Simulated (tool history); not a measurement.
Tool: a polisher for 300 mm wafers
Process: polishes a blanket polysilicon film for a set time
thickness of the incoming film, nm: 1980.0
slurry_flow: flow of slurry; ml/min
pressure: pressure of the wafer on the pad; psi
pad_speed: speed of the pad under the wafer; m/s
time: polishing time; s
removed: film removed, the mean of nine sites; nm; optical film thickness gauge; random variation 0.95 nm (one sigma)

run	day	slurry_flow	pressure	pad_speed	time	removed
1	0.000	300	2.5	0.82	41	238.86
2	0.346	300	2.8	0.82	41	267.57
3	0.562	300	2.8	0.82	43	277.76
4	0.588	300	2.4	0.82	43	242.57
5	0.842	300	2.0	0.80	43	201.02
6	0.971	300	1.8	0.80	43	189.26
7	1.300	300	1.8	0.80	43	188.26
8	1.417	300	1.6	0.80	43	171.52
9	1.571	300	1.5	0.80	43	160.77

Run 10 comes next. What will it give?
10	1.771	300	1.5	0.80	43	?

{"run 10": {"removed": 161.48}}

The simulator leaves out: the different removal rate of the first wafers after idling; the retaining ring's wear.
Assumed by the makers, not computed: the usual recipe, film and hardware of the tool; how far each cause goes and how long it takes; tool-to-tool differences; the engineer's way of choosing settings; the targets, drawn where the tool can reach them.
